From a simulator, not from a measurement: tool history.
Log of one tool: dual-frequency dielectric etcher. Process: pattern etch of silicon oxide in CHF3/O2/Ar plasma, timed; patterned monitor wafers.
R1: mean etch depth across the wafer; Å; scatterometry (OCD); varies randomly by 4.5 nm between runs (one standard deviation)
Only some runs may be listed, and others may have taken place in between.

{"run": 1, "hour": 0.0, "source power (kW)": 0.47, "bias power (kW)": 0.203, "etch time (s)": 445.5, "R1": 8767.5}
{"run": 2, "hour": 5.3, "source power (kW)": 0.46, "bias power (kW)": 0.202, "etch time (s)": 445.5, "R1": 8654.5}
{"run": 3, "hour": 8.9, "source power (kW)": 0.46, "bias power (kW)": 0.202, "etch time (s)": 445.5, "R1": 8625.4}
{"run": 4, "hour": 16.6, "source power (kW)": 0.46, "bias power (kW)": 0.235, "etch time (s)": 445.5, "R1": 8908.5}
{"run": 5, "hour": 21.7, "source power (kW)": 0.46, "bias power (kW)": 0.257, "etch time (s)": 445.5, "R1": 9201.2}
{"run": 6, "hour": 26.7, "source power (kW)": 0.44, "bias power (kW)": 0.255, "etch time (s)": 445.5, "R1": 8936.4}
{"run": 7, "hour": 27.6, "source power (kW)": 0.43, "bias power (kW)": 0.254, "etch time (s)": 445.5, "R1": 8818.6}
{"run": 8, "hour": 30.8, "source power (kW)": 0.42, "bias power (kW)": 0.253, "etch time (s)": 445.5, "R1": 8713.3}
{"run": 9, "hour": 36.5, "source power (kW)": 0.32, "bias power (kW)": 0.244, "etch time (s)": 445.5, "R1": 7130.3}

Estimate the outcome of run 10 from the log above:
{"run": 10, "hour": 43.3, "source power (kW)": 0.4, "bias power (kW)": 0.247, "etch time (s)": 445.5, "R1": "?"}

{"run 10": {"R1": 8340.5}}
